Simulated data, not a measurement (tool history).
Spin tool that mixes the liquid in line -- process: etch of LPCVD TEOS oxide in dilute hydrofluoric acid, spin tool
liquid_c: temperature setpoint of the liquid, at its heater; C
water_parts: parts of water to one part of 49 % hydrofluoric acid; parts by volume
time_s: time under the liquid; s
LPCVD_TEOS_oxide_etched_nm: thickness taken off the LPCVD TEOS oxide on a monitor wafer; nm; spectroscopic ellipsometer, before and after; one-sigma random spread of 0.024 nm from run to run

run  hour  liquid_c  water_parts  time_s  LPCVD_TEOS_oxide_etched_nm
  1     0        24          205      20                       3.336
  2   8.1        24          140      20                      5.2272
  3  12.3        25          140      20                      5.4069
  4  18.2        26          140      20                      5.6623
  5  21.1        26          190      20                      3.9308
  6  27.3        26          140      20                      5.6346
  7  34.5      26.5          140      20                       5.773
     42.9  -- thermometer replaced
  8  42.9        27          140      20                      6.3698
  9  51.1        28          140      20                      6.5877
 10  51.8        29          140      20                      6.8439

Run 11 has not been measured yet. What should we expect?
 11  59.1      29.5          140      20                           ?

Run 11 produced LPCVD_TEOS_oxide_etched_nm 6.9675 nm.
